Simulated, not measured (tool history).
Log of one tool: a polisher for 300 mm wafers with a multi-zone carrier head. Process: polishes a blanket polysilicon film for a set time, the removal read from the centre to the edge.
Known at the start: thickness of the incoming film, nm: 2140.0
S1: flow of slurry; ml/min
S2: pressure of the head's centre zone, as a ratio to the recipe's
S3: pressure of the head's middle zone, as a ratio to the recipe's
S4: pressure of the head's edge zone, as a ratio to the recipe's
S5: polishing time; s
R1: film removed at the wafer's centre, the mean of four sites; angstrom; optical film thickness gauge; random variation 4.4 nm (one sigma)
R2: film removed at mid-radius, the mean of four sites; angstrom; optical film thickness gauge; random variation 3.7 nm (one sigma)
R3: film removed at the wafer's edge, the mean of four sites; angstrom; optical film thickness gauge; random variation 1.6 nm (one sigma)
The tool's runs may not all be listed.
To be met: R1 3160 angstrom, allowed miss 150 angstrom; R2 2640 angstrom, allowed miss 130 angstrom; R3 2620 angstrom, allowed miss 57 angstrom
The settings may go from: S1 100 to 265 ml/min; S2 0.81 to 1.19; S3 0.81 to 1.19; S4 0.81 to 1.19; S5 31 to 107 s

run  hour   S1    S2    S3    S4  S5      R1      R2      R3
  1     0  170     1     1     1  69  4065.1  3883.3  3874.9
  2   2.6  170     1     1     1  53  3179.6  3147.9    2980
  3   5.5  160  1.02  0.97  0.96  52    3190  2991.3  2900.4
  4   6.3  160  1.02  0.97  0.96  39  2396.5  2184.1  2176.2
  5  12.2  175  1.06  0.99  1.01  40  2539.9  2362.1    2273
  6  19.7  195  1.06  0.99  1.01  40  2616.8  2441.9    2301
  7  23.4  200  1.08  0.97  1.03  42  2808.7  2449.4  2410.3
  8  31.8  210  1.09  0.97  1.04  43  2924.1  2570.9  2514.7
  9  38.4  220   1.1  0.96  1.05  43    2960  2621.2    2526
 10  45.8  225  1.11  0.95  1.06  43  3047.7  2518.4  2539.1
 11    50  230  1.11  0.95  1.07  43  2983.8  2514.5  2564.9
 12  56.6  235  1.12  0.95  1.07  43    3020  2520.5  2558.8

Which of these 5 next moves meets every target?
  A  63.2  250  1.11  0.92  1.15  40   ?   ?   ?
  B  63.2  250  1.14  0.87  1.09  42   ?   ?   ?
  C  63.2  235  0.99  0.97  1.09  44   ?   ?   ?
  D  63.2  255  1.05  1.05  1.02  43   ?   ?   ?
  E  63.2  235  1.12  0.92  1.02  45   ?   ?   ?

move      R1      R2      R3
   A  2724.9  2338.9  2471.5
   B  2938.4  2393.2  2550.6
   C  2651.8  2622.4  2656.8
   D  2777.7  2687.1  2557.5
   E  3070.3  2613.9  2661.7
A: further off than the last run
B: further off than the last run
C: brings the result that was furthest off to its target, and leaves another outside
D: further off than the last run
E: meets every target
Move E is the one to make.
